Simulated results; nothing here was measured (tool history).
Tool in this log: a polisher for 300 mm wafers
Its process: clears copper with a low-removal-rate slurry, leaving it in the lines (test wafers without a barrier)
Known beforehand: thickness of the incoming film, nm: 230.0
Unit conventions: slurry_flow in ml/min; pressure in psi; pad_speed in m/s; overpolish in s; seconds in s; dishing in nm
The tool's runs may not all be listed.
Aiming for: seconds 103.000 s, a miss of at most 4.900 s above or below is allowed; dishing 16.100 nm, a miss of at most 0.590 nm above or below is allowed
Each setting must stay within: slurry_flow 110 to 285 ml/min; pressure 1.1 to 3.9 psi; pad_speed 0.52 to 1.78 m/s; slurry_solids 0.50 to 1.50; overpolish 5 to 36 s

Run 1, hour 0.0: slurry_flow 180 ml/min, pressure 2.5 psi, pad_speed 1.14 m/s, slurry_solids 1.00, overpolish 18 s. Result: seconds 76.162 s, dishing 36.899 nm.
Run 2, hour 7.4: slurry_flow 180 ml/min, pressure 2.5 psi, pad_speed 1.14 m/s, slurry_solids 1.20, overpolish 18 s. Result: seconds 72.127 s, dishing 38.316 nm.
Run 3, hour 8.7: slurry_flow 180 ml/min, pressure 2.5 psi, pad_speed 1.14 m/s, slurry_solids 1.05, overpolish 18 s. Result: seconds 74.832 s, dishing 37.165 nm.
Run 4, hour 16.8: slurry_flow 180 ml/min, pressure 3.1 psi, pad_speed 1.14 m/s, slurry_solids 1.05, overpolish 18 s. Result: seconds 59.999 s, dishing 44.470 nm.
Run 5, hour 24.5: slurry_flow 180 ml/min, pressure 3.4 psi, pad_speed 1.14 m/s, slurry_solids 1.05, overpolish 18 s. Result: seconds 54.329 s, dishing 49.189 nm.
Run 6, hour 31.3: slurry_flow 190 ml/min, pressure 3.1 psi, pad_speed 1.10 m/s, slurry_solids 1.05, overpolish 15 s. Result: seconds 64.587 s, dishing 37.807 nm.
Run 7, hour 36.5: slurry_flow 180 ml/min, pressure 2.8 psi, pad_speed 1.10 m/s, slurry_solids 1.05, overpolish 13 s. Result: seconds 67.996 s, dishing 29.818 nm.
Run 8, hour 44.0: slurry_flow 170 ml/min, pressure 2.5 psi, pad_speed 1.10 m/s, slurry_solids 1.05, overpolish 12 s. Result: seconds 77.719 s, dishing 25.060 nm.
Run 9, hour 47.7: slurry_flow 165 ml/min, pressure 2.3 psi, pad_speed 1.10 m/s, slurry_solids 1.05, overpolish 11 s. Result: seconds 86.608 s, dishing 21.218 nm.
At hour 53.3: head pressure recalibrated.
Run 10, hour 53.3: slurry_flow 160 ml/min, pressure 2.2 psi, pad_speed 1.10 m/s, slurry_solids 1.05, overpolish 11 s. Result: seconds 93.384 s, dishing 19.692 nm.
Run 11, hour 58.4: slurry_flow 150 ml/min, pressure 2.2 psi, pad_speed 1.10 m/s, slurry_solids 1.05, overpolish 11 s. Result: seconds 94.851 s, dishing 19.052 nm.
Run 12, hour 66.4: slurry_flow 140 ml/min, pressure 2.0 psi, pad_speed 1.10 m/s, slurry_solids 1.05, overpolish 9 s. Result: seconds 105.130 s, dishing 14.423 nm.
Run 13, hour 73.6: slurry_flow 145 ml/min, pressure 2.0 psi, pad_speed 1.10 m/s, slurry_solids 1.05, overpolish 9 s. Result: seconds 105.200 s, dishing 14.627 nm.
Run 14, hour 80.7: slurry_flow 145 ml/min, pressure 2.0 psi, pad_speed 1.10 m/s, slurry_solids 1.05, overpolish 9 s. Result: seconds 105.590 s, dishing 14.684 nm.
Run 15, hour 87.0: slurry_flow 150 ml/min, pressure 2.0 psi, pad_speed 1.10 m/s, slurry_solids 1.05, overpolish 9 s. Result: seconds 103.890 s, dishing 14.831 nm.
Run 16, hour 92.7: slurry_flow 155 ml/min, pressure 2.0 psi, pad_speed 1.10 m/s, slurry_solids 1.05, overpolish 9 s. Result: seconds 102.510 s, dishing 14.920 nm.

Pick the move, out of 5, that brings all results within their allowed miss; only one does.
Run A, hour 98.4: slurry_flow 190 ml/min, pressure 1.8 psi, pad_speed 1.18 m/s, slurry_solids 1.15, overpolish 9 s. Result: seconds ?, dishing ?.
Run B, hour 98.4: slurry_flow 130 ml/min, pressure 2.0 psi, pad_speed 1.06 m/s, slurry_solids 1.30, overpolish 9 s. Result: seconds ?, dishing ?.
Run C, hour 98.4: slurry_flow 215 ml/min, pressure 2.1 psi, pad_speed 1.02 m/s, slurry_solids 1.00, overpolish 10 s. Result: seconds ?, dishing ?.
Run D, hour 98.4: slurry_flow 165 ml/min, pressure 2.1 psi, pad_speed 1.12 m/s, slurry_solids 0.95, overpolish 8 s. Result: seconds ?, dishing ?.
Run E, hour 98.4: slurry_flow 170 ml/min, pressure 2.1 psi, pad_speed 1.14 m/s, slurry_solids 1.00, overpolish 10 s. Result: seconds ?, dishing ?.

move  seconds  dishing
   A  103.590   14.890
   B  103.640   14.925
   C  104.870   16.312
   D  100.040   13.830
   E   96.768   17.578
A: just as far off the targets as the last run
B: just as far off the targets as the last run
C: every result lands within tolerance
D: the biggest miss grows against the last run
E: carries the result that was furthest off beyond its target, to the other side
C meets every target.
